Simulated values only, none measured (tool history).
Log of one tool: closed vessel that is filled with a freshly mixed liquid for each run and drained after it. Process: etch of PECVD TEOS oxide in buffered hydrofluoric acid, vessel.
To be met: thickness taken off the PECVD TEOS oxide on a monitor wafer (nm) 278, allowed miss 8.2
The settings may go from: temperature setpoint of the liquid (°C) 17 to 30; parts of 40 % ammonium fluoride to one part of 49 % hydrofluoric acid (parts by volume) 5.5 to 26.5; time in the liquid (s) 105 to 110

| run | day | temperature setpoint of the liquid (°C) | parts of 40 % ammonium fluoride to one part of 49 % hydrofluoric acid (parts by volume) | time in the liquid (s) | thickness taken off the PECVD TEOS oxide on a monitor wafer (nm) |
|---|---|---|---|---|---|
| 1 | 0 | 22 | 16 | 105 | 137.35 |
| 2 | 0.375 | 22 | 16 | 110 | 144.06 |
| 3 | 0.608 | 22 | 16 | 110 | 143.55 |
| 4 | 0.742 | 24.5 | 14.5 | 110 | 184.38 |
| 5 | 1.004 | 24.5 | 14.5 | 110 | 184.23 |
| 6 | 1.321 | 24.5 | 18.5 | 110 | 142.25 |
| 7 | 1.621 | 24.5 | 18.5 | 110 | 143.95 |
| 8 | 1.829 | 24.5 | 18.5 | 110 | 143.96 |
| 9 | 2.038 | 26.5 | 16.5 | 110 | 177.81 |
| 10 | 2.083 | 27.5 | 15 | 110 | 205.57 |
| 11 | 2.25 | 30 | 11.5 | 110 | 304.03 |
| 12 | 2.304 | 29.5 | 11.5 | 110 | 300.83 |
| 13 | 2.646 | 29 | 11.5 | 110 | 287.41 |

5 next moves are on the table. One of them brings every result within its allowed miss. Which?
| A | 2.988 | 27.5 | 10 | 105 | ? |
| B | 2.988 | 28 | 10 | 105 | ? |
| C | 2.988 | 29.5 | 11 | 105 | ? |
| D | 2.988 | 25.5 | 10 | 110 | ? |
| E | 2.988 | 29 | 10.5 | 105 | ? |

| move | thickness taken off the PECVD TEOS oxide on a monitor wafer (nm) |
|---|---|
| A | 291.53 |
| B | 299.39 |
| C | 295.42 |
| D | 274.35 |
| E | 301.05 |
A: further off than the last run
B: further off than the last run
C: further off than the last run
D: meets every target
E: further off than the last run
The right move is D.
